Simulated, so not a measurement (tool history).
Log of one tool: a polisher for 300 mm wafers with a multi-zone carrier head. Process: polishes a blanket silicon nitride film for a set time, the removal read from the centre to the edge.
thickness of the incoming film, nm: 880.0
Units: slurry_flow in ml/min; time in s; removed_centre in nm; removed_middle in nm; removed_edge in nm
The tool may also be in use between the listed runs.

run    day  slurry_flow  centre_zone  middle_zone  edge_zone  time  removed_centre  removed_middle  removed_edge
  1      0          265            1            1          1    31          56.279          56.319        55.567
  2  0.342          270         0.99         0.99       1.02    31          55.222            56.4        56.085
  3  0.621          270         0.99         0.98       1.04    32          57.615           57.93         58.89
  4  0.892          270         0.99         0.98       1.04    27          47.963          48.221        49.712
  5    1.2          270         0.99         1.03       1.04    27          48.292          50.732        49.438
     1.238  -- worn pad replaced by a new one
  6  1.238          270         0.99         0.96       1.04    27          54.217          53.279        54.886
  7  1.608          275         0.98         0.95       1.05    27          53.041          53.652        55.877
  8  1.921          340            1         0.89       1.15    32          66.286          61.666        69.751

The next listed run, before its measurement:
  9  1.946          335         0.99         0.89       1.15    32               ?               ?             ?

removed_centre: 65.746 nm
removed_middle: 60.819 nm
removed_edge: 70.786 nm
